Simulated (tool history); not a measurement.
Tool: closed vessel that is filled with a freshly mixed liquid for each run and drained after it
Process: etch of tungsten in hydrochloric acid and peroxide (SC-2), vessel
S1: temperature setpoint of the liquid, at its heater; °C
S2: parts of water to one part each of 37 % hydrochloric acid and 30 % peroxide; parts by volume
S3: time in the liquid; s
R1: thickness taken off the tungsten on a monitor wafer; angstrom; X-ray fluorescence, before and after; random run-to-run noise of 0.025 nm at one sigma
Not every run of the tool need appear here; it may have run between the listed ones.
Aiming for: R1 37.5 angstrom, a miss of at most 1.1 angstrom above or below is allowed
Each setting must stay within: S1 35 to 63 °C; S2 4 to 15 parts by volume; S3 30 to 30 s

{"run": 1, "hour": 0.0, "S1": 47, "S2": 8.5, "S3": 30, "R1": 62.988}
{"run": 2, "hour": 2.7, "S1": 45, "S2": 8.5, "S3": 30, "R1": 54.94}
{"run": 3, "hour": 6.2, "S1": 43.5, "S2": 8.5, "S3": 30, "R1": 50.131}
{"run": 4, "hour": 15.0, "S1": 43.5, "S2": 6.5, "S3": 30, "R1": 60.768}
{"run": 5, "hour": 17.7, "S1": 43.5, "S2": 6.5, "S3": 30, "R1": 62.18}
{"run": 6, "hour": 25.3, "S1": 43.5, "S2": 6.5, "S3": 30, "R1": 61.585}
{"run": 7, "hour": 27.7, "S1": 41.5, "S2": 6.5, "S3": 30, "R1": 53.825}
{"run": 8, "hour": 35.6, "S1": 40, "S2": 6.5, "S3": 30, "R1": 48.114}
{"run": 9, "hour": 44.0, "S1": 39, "S2": 6.5, "S3": 30, "R1": 45.041}
{"run": 10, "hour": 53.0, "S1": 38, "S2": 6.5, "S3": 30, "R1": 42.103}
{"run": 11, "hour": 59.1, "S1": 37.5, "S2": 6.5, "S3": 30, "R1": 40.614}
{"run": 12, "hour": 63.5, "S1": 37, "S2": 6.5, "S3": 30, "R1": 38.519}
{"run": 13, "hour": 65.4, "S1": 37, "S2": 6.5, "S3": 30, "R1": 39.044}

Below are 4 possible settings for the next run. Only one of them brings all results inside the allowed miss of their targets. Which is it?
{"run": "A", "hour": 67.3, "S1": 36.5, "S2": 6.5, "S3": 30, "R1": "?"}
{"run": "B", "hour": 67.3, "S1": 38.5, "S2": 7, "S3": 30, "R1": "?"}
{"run": "C", "hour": 67.3, "S1": 38, "S2": 7, "S3": 30, "R1": "?"}
{"run": "D", "hour": 67.3, "S1": 37.5, "S2": 6.5, "S3": 30, "R1": "?"}

move=A R1=37.342
move=B R1=40.742
move=C R1=39.305
move=D R1=40.145
A: all results in spec
B: its largest miss is bigger than the last run's
C: its largest miss is bigger than the last run's
D: its largest miss is bigger than the last run's
The right move is A.
